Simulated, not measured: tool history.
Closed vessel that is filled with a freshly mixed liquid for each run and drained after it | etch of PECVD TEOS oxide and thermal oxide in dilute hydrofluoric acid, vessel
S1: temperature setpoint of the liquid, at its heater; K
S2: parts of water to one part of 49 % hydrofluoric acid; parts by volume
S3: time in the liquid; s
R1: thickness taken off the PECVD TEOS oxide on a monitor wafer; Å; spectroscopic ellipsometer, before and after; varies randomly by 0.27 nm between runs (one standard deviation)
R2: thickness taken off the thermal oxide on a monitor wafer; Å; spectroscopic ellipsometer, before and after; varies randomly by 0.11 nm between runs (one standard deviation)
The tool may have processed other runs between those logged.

run	hour	S1	S2	S3	R1	R2
1	0	294.15	125	250	601.41	97.637
2	7.1	295.15	125	250	631.24	101.53
3	15.8	295.15	125	175	440.23	72.281
4	23.9	297.15	120	175	503.93	80.789
5	28.9	297.15	150	175	388.09	63.441
6	30.4	297.15	180	175	312.03	50.643
7	38.6	298.65	160	175	380.8	62.33

Run 8, settings as shown, results not yet in. Your forecast:
8	42.2	298.65	160	175	?	?

R1: 379.15 Å
R2: 61.237 Å

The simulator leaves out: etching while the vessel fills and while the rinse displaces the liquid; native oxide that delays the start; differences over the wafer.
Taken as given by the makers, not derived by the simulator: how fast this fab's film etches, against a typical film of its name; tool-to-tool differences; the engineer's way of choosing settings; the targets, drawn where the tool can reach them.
